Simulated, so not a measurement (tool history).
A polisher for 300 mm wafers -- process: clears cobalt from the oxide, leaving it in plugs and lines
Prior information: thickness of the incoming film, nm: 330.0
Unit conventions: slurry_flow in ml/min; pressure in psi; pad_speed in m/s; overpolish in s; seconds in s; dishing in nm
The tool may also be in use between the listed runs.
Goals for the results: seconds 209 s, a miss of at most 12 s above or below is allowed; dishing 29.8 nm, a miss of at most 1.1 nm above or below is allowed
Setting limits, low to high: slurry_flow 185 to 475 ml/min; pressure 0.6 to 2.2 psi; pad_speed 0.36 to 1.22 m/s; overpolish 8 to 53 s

run,day,slurry_flow,pressure,pad_speed,overpolish,seconds,dishing
1,0,305,1.4,0.78,27,119.91,41.21
2,0.283,305,1.2,0.78,26,137.09,38.734
3,0.612,305,1.2,0.78,33,139.15,42.408
4,0.733,305,1.1,0.76,30,155.96,39.405
5,0.958,305,1,0.76,27,167.42,35.336
6,0.996,305,1.3,0.76,27,134.21,39.066
7,1.108,305,1.2,0.76,26,138.06,38.423
8,1.325,305,1.1,0.76,25,151.4,35.422

Which single option among these 4 for the next run brings every result within its allowed miss of target? Just one does.
A,1.542,285,0.9,0.56,27,?,?
B,1.542,375,1.1,0.54,26,?,?
C,1.542,385,0.9,0.64,30,?,?
D,1.542,250,1.3,0.42,25,?,?

move,seconds,dishing
A,241.98,28.003
B,211.65,29.883
C,208.96,33.113
D,241.73,26.511
A: carries the result that was furthest off beyond its target, to the other side
B: every result within its allowed miss
C: closer than the last run, but not yet in spec
D: carries the result that was furthest off beyond its target, to the other side
The right move is B.
